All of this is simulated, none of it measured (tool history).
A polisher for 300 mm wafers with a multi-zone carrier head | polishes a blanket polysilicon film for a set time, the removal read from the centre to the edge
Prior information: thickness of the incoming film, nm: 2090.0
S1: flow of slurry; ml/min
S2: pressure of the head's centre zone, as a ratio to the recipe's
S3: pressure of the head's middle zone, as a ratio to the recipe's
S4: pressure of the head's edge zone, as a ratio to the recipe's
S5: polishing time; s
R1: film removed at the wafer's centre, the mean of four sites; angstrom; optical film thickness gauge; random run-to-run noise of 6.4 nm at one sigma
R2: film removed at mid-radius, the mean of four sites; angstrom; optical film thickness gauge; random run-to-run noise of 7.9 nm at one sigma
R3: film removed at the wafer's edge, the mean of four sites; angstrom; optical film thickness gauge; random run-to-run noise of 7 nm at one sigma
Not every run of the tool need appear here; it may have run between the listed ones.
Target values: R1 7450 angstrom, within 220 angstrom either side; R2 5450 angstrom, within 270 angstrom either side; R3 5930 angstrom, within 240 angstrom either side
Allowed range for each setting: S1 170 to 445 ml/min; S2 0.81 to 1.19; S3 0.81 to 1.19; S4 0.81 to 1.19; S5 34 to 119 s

run	day	S1	S2	S3	S4	S5	R1	R2	R3
1	0	285	1	1	1	76	6666.4	6382.7	6623.4
2	0.117	285	1	1	1.05	76	6843	6595.9	6885
3	0.246	335	1	1	1.05	76	6776.7	6657.2	6790.7
4	0.446	330	1.04	0.97	1	75	6944	6392.8	6663.5
5	0.521	330	1.04	1.01	1	75	7074.3	6674	6672.2
6	0.608	330	1.08	0.98	0.96	73	6997.7	6239.1	6376.3
7	0.696	325	1.11	0.95	0.92	73	7312.6	6129.8	6351.6
8	0.8	320	1.13	0.93	0.9	72	7251	5860.2	6095.8

Next run, 4 choices. One meets every target within its allowed miss, the rest don't. Which?
A	0.904	225	1.16	0.93	0.83	75	?	?	?
B	0.904	385	1.19	0.87	0.9	70	?	?	?
C	0.904	275	1.14	0.92	0.81	74	?	?	?
D	0.904	350	1.12	0.88	0.92	69	?	?	?

move	R1	R2	R3
A	7523.8	5916	5898.9
B	7561.2	5457.1	5907.9
C	7442.7	5891.3	5838.2
D	6960.6	5395.6	5851.7
A: moves away from the targets compared with the last run
B: all results land within tolerance of their targets
C: moves away from the targets compared with the last run
D: gets the furthest-off result to its target, but another result is out of tolerance
B meets every target.

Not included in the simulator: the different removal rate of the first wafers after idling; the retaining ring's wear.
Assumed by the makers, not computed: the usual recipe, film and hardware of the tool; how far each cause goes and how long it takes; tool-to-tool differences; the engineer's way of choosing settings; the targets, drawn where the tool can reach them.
